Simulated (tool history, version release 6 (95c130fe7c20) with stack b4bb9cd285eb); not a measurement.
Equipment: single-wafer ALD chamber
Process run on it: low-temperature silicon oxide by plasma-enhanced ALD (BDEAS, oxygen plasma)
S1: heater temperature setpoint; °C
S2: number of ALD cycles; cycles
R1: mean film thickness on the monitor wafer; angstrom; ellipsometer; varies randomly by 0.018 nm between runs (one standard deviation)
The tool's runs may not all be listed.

{"run": 1, "hour": 0.0, "S1": 105, "S2": 40, "R1": 60.341}
{"run": 2, "hour": 8.8, "S1": 108, "S2": 39, "R1": 58.174}
{"run": 3, "hour": 17.0, "S1": 108, "S2": 35, "R1": 52.221}
{"run": 4, "hour": 22.3, "S1": 108, "S2": 32, "R1": 48.075}
{"run": 5, "hour": 29.9, "S1": 105, "S2": 33, "R1": 49.329}
{"run": 6, "hour": 36.0, "S1": 115, "S2": 33, "R1": 48.88}

For run 7, what comes out?
{"run": 7, "hour": 43.2, "S1": 113, "S2": 34, "R1": "?"}

R1: 50.532 angstrom
